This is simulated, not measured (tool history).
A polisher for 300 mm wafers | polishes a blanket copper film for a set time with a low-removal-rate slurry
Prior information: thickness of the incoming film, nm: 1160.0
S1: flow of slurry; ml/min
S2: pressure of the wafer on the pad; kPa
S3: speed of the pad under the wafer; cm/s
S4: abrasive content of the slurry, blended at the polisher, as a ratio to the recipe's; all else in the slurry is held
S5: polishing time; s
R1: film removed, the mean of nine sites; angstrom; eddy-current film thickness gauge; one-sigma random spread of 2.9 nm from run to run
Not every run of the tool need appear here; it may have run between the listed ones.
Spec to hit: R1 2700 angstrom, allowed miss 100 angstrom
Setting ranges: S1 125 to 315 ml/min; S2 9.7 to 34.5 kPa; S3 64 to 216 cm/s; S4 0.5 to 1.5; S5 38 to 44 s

| run | hour | S1 | S2 | S3 | S4 | S5 | R1 |
|---|---|---|---|---|---|---|---|
| 1 | 0 | 205 | 22.1 | 140 | 1 | 44 | 1935.9 |
| 2 | 5.1 | 205 | 23.4 | 140 | 1 | 44 | 2050.7 |
| 3 | 7.1 | 205 | 24.8 | 140 | 1 | 44 | 2162.6 |
| 4 | 12 | 205 | 24.8 | 168 | 1 | 44 | 2513.6 |
| 5 | 15 | 205 | 24.8 | 168 | 0.9 | 44 | 2439.1 |
| 6 | 18 | 205 | 24.8 | 168 | 0.9 | 38 | 2086.6 |
| 7 | 27 | 205 | 24.8 | 168 | 0.9 | 38 | 2068.3 |
| 8 | 33 | 205 | 26.2 | 168 | 0.9 | 38 | 2205.7 |
| 9 | 39.2 | 205 | 26.9 | 168 | 0.9 | 38 | 2276.5 |
| 10 | 40.9 | 205 | 26.9 | 168 | 0.9 | 38 | 2284.2 |
| 11 | 43.4 | 205 | 27.6 | 168 | 0.9 | 38 | 2315.3 |
| 12 | 46.8 | 205 | 28.3 | 168 | 0.9 | 38 | 2378.7 |
| 13 | 48.6 | 205 | 29 | 168 | 0.9 | 38 | 2440.5 |
| 14 | 55.5 | 205 | 29.6 | 168 | 0.9 | 38 | 2486.7 |
| 15 | 56.9 | 205 | 30.3 | 168 | 0.9 | 38 | 2521.7 |
| 16 | 58.6 | 205 | 31 | 168 | 0.9 | 38 | 2577 |

Below are 4 possible settings for the next run. Only one of them brings all results inside the allowed miss of their targets. Which is it?
| A | 60.3 | 225 | 29.6 | 168 | 0.8 | 42 | ? |
| B | 60.3 | 185 | 31.7 | 158 | 0.95 | 44 | ? |
| C | 60.3 | 190 | 29 | 186 | 0.9 | 44 | ? |
| D | 60.3 | 195 | 33.1 | 160 | 1.15 | 40 | ? |

| move | R1 |
|---|---|
| A | 2716.9 |
| B | 2920.6 |
| C | 2992.9 |
| D | 2921.5 |
A: every result within its allowed miss
B: moves the result that the last run missed by most past its target, out the other side
C: moves the result that the last run missed by most past its target, out the other side
D: moves the result that the last run missed by most past its target, out the other side
Move A is the one to make.

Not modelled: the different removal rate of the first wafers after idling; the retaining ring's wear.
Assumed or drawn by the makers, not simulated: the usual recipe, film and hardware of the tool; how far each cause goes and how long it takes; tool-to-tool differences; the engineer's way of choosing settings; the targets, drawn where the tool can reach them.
